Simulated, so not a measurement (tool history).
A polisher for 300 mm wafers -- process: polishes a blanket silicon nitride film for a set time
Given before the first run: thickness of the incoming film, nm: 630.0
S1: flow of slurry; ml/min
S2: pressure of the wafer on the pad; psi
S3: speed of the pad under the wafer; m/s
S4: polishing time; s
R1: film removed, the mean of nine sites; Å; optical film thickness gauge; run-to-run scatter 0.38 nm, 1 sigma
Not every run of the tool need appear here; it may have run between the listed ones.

{"run": 1, "hour": 0.0, "S1": 155, "S2": 2.7, "S3": 0.88, "S4": 38, "R1": 510.04}
{"run": 2, "hour": 3.4, "S1": 155, "S2": 2.7, "S3": 0.88, "S4": 33, "R1": 425.13}
{"run": 3, "hour": 7.7, "S1": 155, "S2": 2.6, "S3": 0.88, "S4": 33, "R1": 423.33}
{"run": 4, "hour": 14.7, "S1": 155, "S2": 2.5, "S3": 0.88, "S4": 33, "R1": 412.52}
{"run": 5, "hour": 20.8, "S1": 155, "S2": 3, "S3": 0.88, "S4": 33, "R1": 471.89}
{"run": 6, "hour": 24.6, "S1": 155, "S2": 3, "S3": 0.88, "S4": 33, "R1": 475.55}
{"run": 7, "hour": 29.0, "S1": 155, "S2": 2.8, "S3": 0.88, "S4": 33, "R1": 444.91}
{"run": 8, "hour": 37.4, "S1": 155, "S2": 2.6, "S3": 0.88, "S4": 33, "R1": 437.85}
{"run": 9, "hour": 40.2, "S1": 155, "S2": 2.4, "S3": 0.86, "S4": 33, "R1": 386.36}

What does the tool deliver on the next run?
{"run": 10, "hour": 41.9, "S1": 150, "S2": 1.7, "S3": 0.84, "S4": 33, "R1": "?"}

R1: 301.77 Å
